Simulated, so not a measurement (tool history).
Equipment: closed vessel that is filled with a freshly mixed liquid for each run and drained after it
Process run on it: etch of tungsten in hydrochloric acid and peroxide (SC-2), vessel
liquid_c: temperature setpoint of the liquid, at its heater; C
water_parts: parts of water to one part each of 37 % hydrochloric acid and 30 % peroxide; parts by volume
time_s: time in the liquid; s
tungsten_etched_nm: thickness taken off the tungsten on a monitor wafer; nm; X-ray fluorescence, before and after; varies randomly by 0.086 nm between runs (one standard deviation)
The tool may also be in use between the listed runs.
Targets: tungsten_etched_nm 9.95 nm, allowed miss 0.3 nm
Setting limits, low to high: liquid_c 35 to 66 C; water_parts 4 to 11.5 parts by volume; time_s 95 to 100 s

run	hour	liquid_c	water_parts	time_s	tungsten_etched_nm
1	0	50	6.5	95	22.05
2	1.3	50	6.5	100	23.538
3	7.8	50	6.5	95	22.368
4	10.6	47.5	6.5	95	18.873
5	13.6	47.5	6.5	95	18.764
6	18.3	45.5	6.5	95	16.334
7	24.1	44	6.5	95	14.994
8	26.7	42.5	6.5	95	13.218
9	30.6	41.5	6.5	95	12.524
10	31.9	41	6.5	95	12.115
11	36.7	37.5	6.5	95	9.4217

Exercise: of the 5 proposed moves below, exactly one satisfies all targets within the stated allowed misses. Which move is it?
A	41.5	38	7	95	?
B	41.5	38	7.5	100	?
C	41.5	40	7.5	95	?
D	41.5	39	7.5	95	?
E	41.5	35.5	5.5	95	?

move	tungsten_etched_nm
A	9.2234
B	9.1978
C	10.08
D	9.3874
E	9.2333
A: moves away from the targets compared with the last run
B: moves away from the targets compared with the last run
C: meets every target
D: moves away from the targets compared with the last run
E: moves away from the targets compared with the last run
So the answer is move C, the one that meets all the targets.
